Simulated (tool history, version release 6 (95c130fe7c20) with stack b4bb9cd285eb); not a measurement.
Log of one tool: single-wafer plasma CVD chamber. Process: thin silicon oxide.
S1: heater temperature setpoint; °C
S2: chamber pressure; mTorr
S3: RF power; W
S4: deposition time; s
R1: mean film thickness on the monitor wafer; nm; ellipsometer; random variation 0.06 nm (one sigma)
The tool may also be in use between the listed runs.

{"run": 1, "hour": 0.0, "S1": 395, "S2": 708, "S3": 310, "S4": 5.02, "R1": 8.6054}
{"run": 2, "hour": 3.0, "S1": 395, "S2": 734, "S3": 310, "S4": 5.02, "R1": 8.8401}
{"run": 3, "hour": 8.9, "S1": 395, "S2": 734, "S3": 310, "S4": 5.19, "R1": 9.2564}
{"run": 4, "hour": 11.8, "S1": 395, "S2": 734, "S3": 310, "S4": 5.02, "R1": 8.895}
{"run": 5, "hour": 16.3, "S1": 395, "S2": 617, "S3": 310, "S4": 5.02, "R1": 7.5175}
{"run": 6, "hour": 21.7, "S1": 395, "S2": 657, "S3": 310, "S4": 5.02, "R1": 8.0257}
{"run": 7, "hour": 29.1, "S1": 395, "S2": 692, "S3": 310, "S4": 5.02, "R1": 8.3937}
{"run": 8, "hour": 29.7, "S1": 395, "S2": 721, "S3": 310, "S4": 5.02, "R1": 8.8156}
{"run": 9, "hour": 31.0, "S1": 395, "S2": 863, "S3": 315, "S4": 5.02, "R1": 10.256}
{"run": 10, "hour": 32.6, "S1": 395, "S2": 872, "S3": 315, "S4": 5.02, "R1": 10.3}
{"run": 11, "hour": 37.4, "S1": 395, "S2": 881, "S3": 315, "S4": 5.02, "R1": 10.402}
{"run": 12, "hour": 42.8, "S1": 395, "S2": 889, "S3": 315, "S4": 5.02, "R1": 10.517}

The next listed run, before its measurement:
{"run": 13, "hour": 45.0, "S1": 395, "S2": 895, "S3": 315, "S4": 5.02, "R1": "?"}

R1: 10.6570 nm

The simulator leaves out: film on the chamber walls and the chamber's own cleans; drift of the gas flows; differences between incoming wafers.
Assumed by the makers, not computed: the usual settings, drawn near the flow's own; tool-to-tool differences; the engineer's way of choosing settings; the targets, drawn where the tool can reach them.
